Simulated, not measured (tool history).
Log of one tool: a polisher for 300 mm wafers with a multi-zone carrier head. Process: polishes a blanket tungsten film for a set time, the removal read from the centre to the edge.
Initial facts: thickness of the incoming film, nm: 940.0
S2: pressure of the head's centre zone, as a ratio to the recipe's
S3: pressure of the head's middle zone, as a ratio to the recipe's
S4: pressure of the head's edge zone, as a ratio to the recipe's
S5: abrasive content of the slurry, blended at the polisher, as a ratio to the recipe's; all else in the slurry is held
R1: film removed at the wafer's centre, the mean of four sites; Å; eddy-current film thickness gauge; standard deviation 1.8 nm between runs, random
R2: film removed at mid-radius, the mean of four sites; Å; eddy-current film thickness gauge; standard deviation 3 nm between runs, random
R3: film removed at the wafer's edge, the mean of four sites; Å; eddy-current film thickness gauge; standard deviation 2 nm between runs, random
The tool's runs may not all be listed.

{"run": 1, "hour": 0.0, "flow of slurry (ml/min)": 215, "S2": 1, "S3": 1, "S4": 1, "S5": 1, "polishing time (s)": 38, "R1": 1768.8, "R2": 1892.4, "R3": 1934.4}
{"run": 2, "hour": 3.3, "flow of slurry (ml/min)": 270, "S2": 1, "S3": 1, "S4": 1, "S5": 1, "polishing time (s)": 38, "R1": 1820.1, "R2": 1986.4, "R3": 1949.9}
{"run": 3, "hour": 11.0, "flow of slurry (ml/min)": 310, "S2": 1, "S3": 1, "S4": 1, "S5": 1, "polishing time (s)": 38, "R1": 1882.3, "R2": 1967.2, "R3": 1980.6}
{"run": 4, "hour": 13.0, "flow of slurry (ml/min)": 310, "S2": 1, "S3": 1, "S4": 1, "S5": 0.8, "polishing time (s)": 38, "R1": 1754.8, "R2": 1856.3, "R3": 1849.3}
{"run": 5, "hour": 18.4, "flow of slurry (ml/min)": 310, "S2": 1.02, "S3": 1.01, "S4": 1.01, "S5": 0.85, "polishing time (s)": 38, "R1": 1794.7, "R2": 1918.4, "R3": 1894.7}
{"run": 6, "hour": 27.3, "flow of slurry (ml/min)": 310, "S2": 1.03, "S3": 1.01, "S4": 1.01, "S5": 0.9, "polishing time (s)": 38, "R1": 1857, "R2": 1964.1, "R3": 1910.9}
{"run": 7, "hour": 35.3, "flow of slurry (ml/min)": 310, "S2": 1.04, "S3": 1.01, "S4": 1.02, "S5": 0.95, "polishing time (s)": 38, "R1": 1896.2, "R2": 1992.8, "R3": 1971.8}
{"run": 8, "hour": 38.0, "flow of slurry (ml/min)": 310, "S2": 1.05, "S3": 1.01, "S4": 1.02, "S5": 1, "polishing time (s)": 38, "R1": 1918.7, "R2": 1985.4, "R3": 1975.2}
{"run": 9, "hour": 42.6, "flow of slurry (ml/min)": 310, "S2": 1.06, "S3": 1.02, "S4": 1.02, "S5": 1.05, "polishing time (s)": 38, "R1": 1978.8, "R2": 2058.9, "R3": 2035.2}
{"run": 10, "hour": 44.3, "flow of slurry (ml/min)": 310, "S2": 1.06, "S3": 1.02, "S4": 1.02, "S5": 1.05, "polishing time (s)": 38, "R1": 1944.6, "R2": 2006.1, "R3": 2018.4}
{"run": 11, "hour": 50.4, "flow of slurry (ml/min)": 310, "S2": 1.07, "S3": 1.03, "S4": 1.01, "S5": 1.1, "polishing time (s)": 38, "R1": 2012.3, "R2": 2083.3, "R3": 2017.5}

For run 12, what comes out?
{"run": 12, "hour": 56.8, "flow of slurry (ml/min)": 310, "S2": 1.08, "S3": 1.03, "S4": 1.01, "S5": 1.15, "polishing time (s)": 38, "R1": "?", "R2": "?", "R3": "?"}

{"run 12": {"R1": 2036.8, "R2": 2082, "R3": 2054.9}}
